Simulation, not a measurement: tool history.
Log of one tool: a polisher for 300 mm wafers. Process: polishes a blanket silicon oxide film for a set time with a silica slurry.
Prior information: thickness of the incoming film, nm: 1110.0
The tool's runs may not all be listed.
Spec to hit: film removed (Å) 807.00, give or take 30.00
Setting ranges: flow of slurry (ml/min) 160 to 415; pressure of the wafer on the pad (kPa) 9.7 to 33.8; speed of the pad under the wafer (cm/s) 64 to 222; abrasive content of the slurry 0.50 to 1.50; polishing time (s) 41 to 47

run	day	flow of slurry (ml/min)	pressure of the wafer on the pad (kPa)	speed of the pad under the wafer (cm/s)	abrasive content of the slurry	polishing time (s)	film removed (Å)
1	0.000	265	21.4	142	1.00	47	1118.40
2	0.188	265	21.4	142	1.00	47	1096.10
3	0.508	265	20.0	142	1.00	47	1067.50
4	0.546	265	18.6	142	1.00	47	983.41
5	0.683	265	17.9	142	1.00	47	974.46
6	1.050	265	17.2	142	1.00	47	919.30
7	1.196	265	16.5	142	1.00	47	895.42
8	1.238	265	13.8	140	1.00	47	761.72

Below are 4 possible settings for the next run. Only one of them brings all results inside the allowed miss of their targets. Which is it?
A	1.279	230	14.5	148	1.25	47	?
B	1.279	260	16.5	142	1.05	46	?
C	1.279	270	12.4	154	0.80	46	?
D	1.279	195	12.4	194	1.05	44	?

move	film removed (Å)
A	876.00
B	888.80
C	674.89
D	801.45
A: pushes the last run's worst result past its target
B: pushes the last run's worst result past its target
C: lands further from the targets than the last run did
D: every result within its allowed miss
D meets every target.

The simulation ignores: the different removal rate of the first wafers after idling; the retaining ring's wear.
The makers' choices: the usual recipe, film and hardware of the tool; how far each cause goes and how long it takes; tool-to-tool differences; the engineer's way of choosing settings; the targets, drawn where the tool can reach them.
